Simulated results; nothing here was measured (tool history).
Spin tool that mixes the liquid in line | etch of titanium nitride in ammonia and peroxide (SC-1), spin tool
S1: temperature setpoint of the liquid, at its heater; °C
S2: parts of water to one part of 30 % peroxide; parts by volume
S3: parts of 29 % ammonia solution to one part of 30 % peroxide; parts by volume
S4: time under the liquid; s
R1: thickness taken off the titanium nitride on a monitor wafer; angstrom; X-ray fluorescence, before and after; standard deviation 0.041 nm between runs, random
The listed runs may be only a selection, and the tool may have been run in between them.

| run | day | S1 | S2 | S3 | S4 | R1 |
|---|---|---|---|---|---|---|
| 1 | 0.000 | 56.0 | 7.0 | 0.95 | 95 | 64.975 |
| 2 | 0.142 | 58.5 | 7.0 | 0.95 | 95 | 76.166 |
| 3 | 0.238 | 58.5 | 8.5 | 0.95 | 95 | 69.052 |
| 4 | 0.496 | 58.5 | 10.0 | 0.95 | 95 | 64.108 |
| 5 | 0.746 | 58.5 | 12.0 | 0.95 | 95 | 58.147 |
| 6 | 0.904 | 58.5 | 12.0 | 0.95 | 70 | 43.193 |
| 7 | 1.108 | 58.5 | 12.0 | 0.95 | 70 | 43.122 |
| 8 | 1.192 | 66.5 | 9.0 | 1.00 | 70 | 83.443 |
| 9 | 1.396 | 67.5 | 8.0 | 1.00 | 70 | 94.568 |
| 10 | 1.662 | 68.0 | 7.5 | 1.00 | 70 | 101.040 |
| 11 | 1.825 | 68.5 | 7.0 | 1.00 | 70 | 108.280 |
| 12 | 1.979 | 69.0 | 7.0 | 1.00 | 70 | 110.750 |

Forecast run 13:
| 13 | 2.100 | 69.5 | 7.0 | 1.00 | 70 | ? |

R1: 114.190 angstrom
